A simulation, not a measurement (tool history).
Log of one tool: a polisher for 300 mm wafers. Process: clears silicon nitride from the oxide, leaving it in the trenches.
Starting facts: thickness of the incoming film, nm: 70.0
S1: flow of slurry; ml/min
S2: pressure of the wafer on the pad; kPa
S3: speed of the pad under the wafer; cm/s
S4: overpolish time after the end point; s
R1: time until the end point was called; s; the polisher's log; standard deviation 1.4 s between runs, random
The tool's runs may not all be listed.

Run 1, hour 0.0: S1 190 ml/min, S2 20.0 kPa, S3 78 cm/s, S4 5 s. Result: R1 90.111 s.
Run 2, hour 5.3: S1 190 ml/min, S2 20.0 kPa, S3 78 cm/s, S4 5 s. Result: R1 87.909 s.
Run 3, hour 7.6: S1 215 ml/min, S2 20.0 kPa, S3 78 cm/s, S4 5 s. Result: R1 86.280 s.
Run 4, hour 9.2: S1 210 ml/min, S2 19.3 kPa, S3 78 cm/s, S4 5 s. Result: R1 88.397 s.
Run 5, hour 17.2: S1 210 ml/min, S2 22.1 kPa, S3 78 cm/s, S4 5 s. Result: R1 79.747 s.
Run 6, hour 23.7: S1 205 ml/min, S2 20.7 kPa, S3 78 cm/s, S4 5 s. Result: R1 83.735 s.
Run 7, hour 27.7: S1 200 ml/min, S2 20.0 kPa, S3 78 cm/s, S4 5 s. Result: R1 89.172 s.
Run 8, hour 32.5: S1 195 ml/min, S2 19.3 kPa, S3 78 cm/s, S4 5 s. Result: R1 92.452 s.
Run 9, hour 40.3: S1 195 ml/min, S2 19.3 kPa, S3 78 cm/s, S4 5 s. Result: R1 90.842 s.
Run 10, hour 45.8: S1 190 ml/min, S2 18.6 kPa, S3 78 cm/s, S4 5 s. Result: R1 94.238 s.
Run 11, hour 52.0: S1 185 ml/min, S2 17.9 kPa, S3 78 cm/s, S4 5 s. Result: R1 96.645 s.
Run 12, hour 60.9: S1 185 ml/min, S2 17.2 kPa, S3 78 cm/s, S4 5 s. Result: R1 100.410 s.

Estimate the outcome of run 13 from the log above:
Run 13, hour 67.2: S1 185 ml/min, S2 17.2 kPa, S3 78 cm/s, S4 5 s. Result: R1 ?.

Run 13 measured R1 98.302 s.
